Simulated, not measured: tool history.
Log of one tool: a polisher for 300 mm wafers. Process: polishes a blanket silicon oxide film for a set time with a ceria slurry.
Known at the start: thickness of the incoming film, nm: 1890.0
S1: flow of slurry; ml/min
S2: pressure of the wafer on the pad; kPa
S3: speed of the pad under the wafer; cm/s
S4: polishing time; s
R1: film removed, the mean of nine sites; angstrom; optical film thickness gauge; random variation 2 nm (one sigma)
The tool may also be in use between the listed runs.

| run | day | S1 | S2 | S3 | S4 | R1 |
|---|---|---|---|---|---|---|
| 1 | 0 | 200 | 14.5 | 114 | 48 | 1872 |
| 2 | 0.183 | 220 | 14.5 | 114 | 48 | 1866.9 |
| 3 | 0.529 | 220 | 14.5 | 90 | 48 | 1525.9 |
| 4 | 0.704 | 220 | 16.5 | 90 | 48 | 1671.1 |
| 5 | 1.079 | 220 | 13.8 | 90 | 48 | 1470.1 |
| 6 | 1.433 | 220 | 15.9 | 94 | 48 | 1673.5 |
| 7 | 1.571 | 220 | 17.2 | 98 | 48 | 1848 |
| 8 | 1.692 | 220 | 18.6 | 100 | 48 | 1997.7 |

The next listed run, before its measurement:
| 9 | 1.8 | 220 | 19.3 | 102 | 48 | ? |

{"run 9": {"R1": 2071.4}}
